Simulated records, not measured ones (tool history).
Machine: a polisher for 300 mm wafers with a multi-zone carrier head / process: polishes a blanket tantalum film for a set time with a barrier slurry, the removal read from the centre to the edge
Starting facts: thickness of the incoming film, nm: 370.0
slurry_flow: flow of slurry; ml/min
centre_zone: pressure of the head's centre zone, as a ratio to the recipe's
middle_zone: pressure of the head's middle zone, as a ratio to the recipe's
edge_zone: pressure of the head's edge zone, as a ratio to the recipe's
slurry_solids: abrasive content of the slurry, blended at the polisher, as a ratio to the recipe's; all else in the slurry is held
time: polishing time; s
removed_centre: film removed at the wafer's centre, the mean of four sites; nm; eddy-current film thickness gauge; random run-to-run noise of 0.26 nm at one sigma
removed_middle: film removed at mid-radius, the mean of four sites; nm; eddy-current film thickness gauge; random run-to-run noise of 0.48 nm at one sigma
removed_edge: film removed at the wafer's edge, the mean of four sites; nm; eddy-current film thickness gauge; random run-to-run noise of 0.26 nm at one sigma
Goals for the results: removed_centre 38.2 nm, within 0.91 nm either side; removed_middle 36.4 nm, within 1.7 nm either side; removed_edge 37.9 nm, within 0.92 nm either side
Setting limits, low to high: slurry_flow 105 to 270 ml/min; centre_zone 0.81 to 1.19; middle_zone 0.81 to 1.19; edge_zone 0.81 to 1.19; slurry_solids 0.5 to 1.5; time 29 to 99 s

run 1 day=0 | slurry_flow=175 centre_zone=1 middle_zone=1 edge_zone=1 slurry_solids=1 time=64 | removed_centre=79.917 removed_middle=79.298 removed_edge=79.543
run 2 day=0.35 | slurry_flow=165 centre_zone=0.98 middle_zone=0.96 edge_zone=0.95 slurry_solids=0.85 time=54 | removed_centre=62.373 removed_middle=64.351 removed_edge=62.671
run 3 day=0.538 | slurry_flow=160 centre_zone=0.99 middle_zone=0.92 edge_zone=0.95 slurry_solids=0.75 time=46 | removed_centre=50.893 removed_middle=49.452 removed_edge=51.297
run 4 day=0.821 | slurry_flow=155 centre_zone=0.99 middle_zone=0.89 edge_zone=0.92 slurry_solids=0.65 time=44 | removed_centre=46.447 removed_middle=44.183 removed_edge=45.534
run 5 day=0.946 | slurry_flow=155 centre_zone=0.99 middle_zone=0.89 edge_zone=0.92 slurry_solids=0.5 time=44 | removed_centre=42.125 removed_middle=39.906 removed_edge=41.523
run 6 day=1.071 | slurry_flow=145 centre_zone=0.98 middle_zone=0.87 edge_zone=0.9 slurry_solids=0.5 time=44 | removed_centre=40.909 removed_middle=38.421 removed_edge=40.405
run 7 day=1.446 | slurry_flow=135 centre_zone=0.97 middle_zone=0.87 edge_zone=0.89 slurry_solids=0.5 time=44 | removed_centre=40.359 removed_middle=38.845 removed_edge=40.062
run 8 day=1.725 | slurry_flow=120 centre_zone=0.95 middle_zone=0.81 edge_zone=0.83 slurry_solids=0.5 time=42 | removed_centre=37.091 removed_middle=34.437 removed_edge=37.075
run 9 day=2.054 | slurry_flow=120 centre_zone=0.95 middle_zone=0.81 edge_zone=0.83 slurry_solids=0.5 time=42 | removed_centre=37.214 removed_middle=33.687 removed_edge=37.439
run 10 day=2.146 | slurry_flow=125 centre_zone=0.95 middle_zone=0.83 edge_zone=0.83 slurry_solids=0.5 time=42 | removed_centre=37.386 removed_middle=35.263 removed_edge=37.138

Below are 4 possible settings for the next run. Only one of them brings all results inside the allowed miss of their targets. Which is it?
run A day=2.238 | slurry_flow=145 centre_zone=0.9 middle_zone=0.9 edge_zone=0.88 slurry_solids=0.75 time=35 | removed_centre=? removed_middle=? removed_edge=?
run B day=2.238 | slurry_flow=135 centre_zone=0.94 middle_zone=0.83 edge_zone=0.81 slurry_solids=0.5 time=43 | removed_centre=? removed_middle=? removed_edge=?
run C day=2.238 | slurry_flow=155 centre_zone=0.92 middle_zone=0.93 edge_zone=0.87 slurry_solids=0.5 time=41 | removed_centre=? removed_middle=? removed_edge=?
run D day=2.238 | slurry_flow=130 centre_zone=1 middle_zone=0.81 edge_zone=0.88 slurry_solids=0.5 time=39 | removed_centre=? removed_middle=? removed_edge=?

move=A removed_centre=35.13 removed_middle=35.981 removed_edge=37.133
move=B removed_centre=38.27 removed_middle=35.649 removed_edge=37.89
move=C removed_centre=36.518 removed_middle=37.454 removed_edge=37.512
move=D removed_centre=36.553 removed_middle=31.63 removed_edge=35.301
A: its largest miss is bigger than the last run's
B: each result inside its tolerance
C: its largest miss is bigger than the last run's
D: its largest miss is bigger than the last run's
B meets every target.
